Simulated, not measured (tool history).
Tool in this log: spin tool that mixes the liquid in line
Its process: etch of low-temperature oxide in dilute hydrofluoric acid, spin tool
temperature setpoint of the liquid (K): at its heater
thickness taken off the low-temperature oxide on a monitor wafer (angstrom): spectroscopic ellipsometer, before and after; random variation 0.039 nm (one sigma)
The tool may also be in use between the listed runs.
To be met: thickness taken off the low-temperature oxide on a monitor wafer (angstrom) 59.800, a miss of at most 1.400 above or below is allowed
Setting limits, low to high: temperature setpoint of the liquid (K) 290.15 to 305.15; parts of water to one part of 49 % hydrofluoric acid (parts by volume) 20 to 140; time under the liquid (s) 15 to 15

run  hour  temperature setpoint of the liquid (K)  parts of water to one part of 49 % hydrofluoric acid (parts by volume)  time under the liquid (s)  thickness taken off the low-temperature oxide on a monitor wafer (angstrom)
  1   0.0                                  297.15                                                                      75                         15                                                                       52.926
  2   4.0                                  298.15                                                                      75                         15                                                                       56.092
  3   7.6                                  298.65                                                                      75                         15                                                                       56.899
  4  15.2                                  298.65                                                                      55                         15                                                                       79.122
  5  22.5                                  298.65                                                                      45                         15                                                                       97.844
  6  27.4                                  296.15                                                                      45                         15                                                                       87.372
  7  29.3                                  294.15                                                                      50                         15                                                                       72.244
     31.3  -- hydrofluoric acid flow meter replaced
  8  31.3                                  293.15                                                                      50                         15                                                                       63.082

Consider the 5 candidate settings below. Which is the only one whose results all fall within their allowed miss of target?
  A  33.3                                  292.65                                                                      50                         15                                                                            ?
  B  33.3                                  292.65                                                                      55                         15                                                                            ?
  C  33.3                                  294.65                                                                      60                         15                                                                            ?
  D  33.3                                  295.15                                                                      60                         15                                                                            ?
  E  33.3                                  291.65                                                                      50                         15                                                                            ?

move  thickness taken off the low-temperature oxide on a monitor wafer (angstrom)
   A                                                                       62.040
   B                                                                       56.067
   C                                                                       55.572
   D                                                                       56.740
   E                                                                       59.440
A: gains on the last run, yet a result remains outside its allowed miss
B: moves the result that the last run missed by most past its target, out the other side
C: moves the result that the last run missed by most past its target, out the other side
D: moves the result that the last run missed by most past its target, out the other side
E: every result within its allowed miss
Answer: E

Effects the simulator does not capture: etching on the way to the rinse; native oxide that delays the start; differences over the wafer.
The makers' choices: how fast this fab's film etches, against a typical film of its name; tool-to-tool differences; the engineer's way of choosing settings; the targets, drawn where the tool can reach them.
